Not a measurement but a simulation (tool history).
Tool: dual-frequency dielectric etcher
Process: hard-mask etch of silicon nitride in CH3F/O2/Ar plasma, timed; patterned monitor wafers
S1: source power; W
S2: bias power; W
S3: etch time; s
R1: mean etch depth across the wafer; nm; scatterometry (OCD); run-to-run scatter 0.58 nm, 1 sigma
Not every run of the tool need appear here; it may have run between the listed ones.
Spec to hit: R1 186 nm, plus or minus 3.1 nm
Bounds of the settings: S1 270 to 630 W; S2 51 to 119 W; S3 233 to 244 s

run	hour	S1	S2	S3	R1
1	0	450	85	233	167.85
2	1.5	390	85	233	159.43
3	4.7	390	73	233	152.3
4	6	390	73	244	160
5	8.4	330	73	244	150.95
6	10	370	73	244	155.62
7	12.7	430	74	244	166.28
8	14.6	470	75	244	171.6
9	21.7	500	76	244	177.03
10	24.6	520	76	244	178.23

Exactly one of the 5 candidate moves below puts every result within its allowed miss. Which one?
A	27.5	500	82	233	?
B	27.5	510	75	243.5	?
C	27.5	570	58	233	?
D	27.5	590	91	243	?
E	27.5	580	74	244	?

move	R1
A	172.01
B	177.01
C	166.2
D	195.85
E	185.35
A: lands further from the targets than the last run did
B: lands further from the targets than the last run did
C: lands further from the targets than the last run did
D: carries the result that was furthest off beyond its target, to the other side
E: all results land within tolerance of their targets
The move that meets every target is E.
